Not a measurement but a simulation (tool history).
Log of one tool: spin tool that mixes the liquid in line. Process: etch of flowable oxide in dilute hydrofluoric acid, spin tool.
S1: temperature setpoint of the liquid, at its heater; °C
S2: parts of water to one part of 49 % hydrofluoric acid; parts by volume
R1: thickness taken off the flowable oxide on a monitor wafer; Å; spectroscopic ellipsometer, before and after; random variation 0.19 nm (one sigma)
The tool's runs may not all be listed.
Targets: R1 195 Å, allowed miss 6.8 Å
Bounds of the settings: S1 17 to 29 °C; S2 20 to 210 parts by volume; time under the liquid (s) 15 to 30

run 1 day=0 | S1=21 S2=115 time_under_the_liquid_(s)=30 | R1=63.368
run 2 day=0.192 | S1=18 S2=115 time_under_the_liquid_(s)=30 | R1=56.688
run 3 day=0.525 | S1=21.5 S2=115 time_under_the_liquid_(s)=30 | R1=65.042
run 4 day=0.642 | S1=23.5 S2=95 time_under_the_liquid_(s)=30 | R1=86.877
run 5 day=0.792 | S1=25 S2=80 time_under_the_liquid_(s)=30 | R1=111.55
run 6 day=1.133 | S1=25 S2=80 time_under_the_liquid_(s)=30 | R1=111.9
run 7 day=1.433 | S1=29 S2=30 time_under_the_liquid_(s)=30 | R1=380.85
run 8 day=1.679 | S1=27 S2=30 time_under_the_liquid_(s)=30 | R1=342.36
run 9 day=1.875 | S1=24.5 S2=30 time_under_the_liquid_(s)=30 | R1=309.67
run 10 day=2.075 | S1=23 S2=35 time_under_the_liquid_(s)=30 | R1=252.05
run 11 day=2.292 | S1=21.5 S2=35 time_under_the_liquid_(s)=30 | R1=240.26
run 12 day=2.396 | S1=20.5 S2=35 time_under_the_liquid_(s)=30 | R1=225.41
run 13 day=2.717 | S1=19.5 S2=35 time_under_the_liquid_(s)=30 | R1=220.75
run 14 day=2.962 | S1=19 S2=35 time_under_the_liquid_(s)=30 | R1=210.37
run 15 day=3.079 | S1=18.5 S2=35 time_under_the_liquid_(s)=30 | R1=206.61
run 16 day=3.292 | S1=18 S2=35 time_under_the_liquid_(s)=30 | R1=204.99

4 next moves are on the table. One of them brings every result within its allowed miss. Which?
run A day=3.504 | S1=17 S2=35 time_under_the_liquid_(s)=30 | R1=?
run B day=3.504 | S1=17.5 S2=20 time_under_the_liquid_(s)=15 | R1=?
run C day=3.504 | S1=22 S2=45 time_under_the_liquid_(s)=30 | R1=?
run D day=3.504 | S1=19 S2=40 time_under_the_liquid_(s)=30 | R1=?

move=A R1=195.29
move=B R1=177.63
move=C R1=186.04
move=D R1=185.35
A: meets every target
B: takes the result that was furthest off past its target
C: takes the result that was furthest off past its target
D: takes the result that was furthest off past its target
Answer: A
